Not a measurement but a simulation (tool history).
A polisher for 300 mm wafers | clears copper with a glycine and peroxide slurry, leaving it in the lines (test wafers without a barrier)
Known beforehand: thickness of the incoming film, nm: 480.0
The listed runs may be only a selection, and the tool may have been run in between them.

run  hour  flow of slurry (ml/min)  pressure of the wafer on the pad (psi)  speed of the pad under the wafer (m/s)  overpolish time after the end point (s)  time until the end point was called (s)  dishing of a wide line in a test structure (Å)
  1   0.0                      245                                     2.3                                    0.86                                       19                                   124.74                                          448.81
  2   1.6                      295                                     2.3                                    0.86                                       19                                   128.61                                          443.50
  3   9.3                      295                                     2.3                                    0.86                                       27                                   127.28                                          597.87
  4  16.9                      295                                     2.1                                    0.74                                       23                                   151.05                                          466.97
  5  17.5                      295                                     2.1                                    0.56                                       23                                   185.28                                          391.18
  6  24.1                      295                                     2.0                                    0.52                                       20                                   200.19                                          333.95
  7  26.9                      295                                     2.0                                    0.52                                       20                                   196.27                                          326.69
  8  33.7                      295                                     2.0                                    0.52                                       20                                   200.99                                          330.02

Run 9 is up next; what results do you expect?
  9  35.8                      295                                     1.8                                    0.52                                       18                                        ?                                               ?

{"run 9": {"time until the end point was called (s)": 204.95, "dishing of a wide line in a test structure (Å)": 276.38}}
